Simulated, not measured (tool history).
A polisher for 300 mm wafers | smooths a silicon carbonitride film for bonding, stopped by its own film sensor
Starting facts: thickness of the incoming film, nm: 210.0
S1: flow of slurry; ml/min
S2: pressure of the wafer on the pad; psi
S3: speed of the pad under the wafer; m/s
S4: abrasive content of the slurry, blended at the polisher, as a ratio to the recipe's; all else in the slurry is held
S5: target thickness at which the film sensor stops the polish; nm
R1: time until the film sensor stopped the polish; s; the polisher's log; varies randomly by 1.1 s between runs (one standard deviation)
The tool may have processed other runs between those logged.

run  hour   S1   S2    S3   S4   S5      R1
  1   0.0  150  2.0  0.78  1.0  173  152.54
  2   2.8  150  2.0  0.78  0.9  173  157.38
  3  10.0  150  2.2  0.78  0.9  173  144.12
  4  16.4  150  2.2  0.78  0.9  171  155.05
  5  18.0  150  2.2  0.78  0.7  171  172.51
  6  25.2  130  2.2  0.78  0.7  171  176.01
  7  32.7  135  2.4  0.80  0.7  171  156.17
  8  36.2  140  2.5  0.82  0.7  171  148.13

Run 9, settings as shown, results not yet in. Your forecast:
  9  41.1  140  2.6  0.84  0.7  171   ?

Run 9 yielded R1 137.99 s.

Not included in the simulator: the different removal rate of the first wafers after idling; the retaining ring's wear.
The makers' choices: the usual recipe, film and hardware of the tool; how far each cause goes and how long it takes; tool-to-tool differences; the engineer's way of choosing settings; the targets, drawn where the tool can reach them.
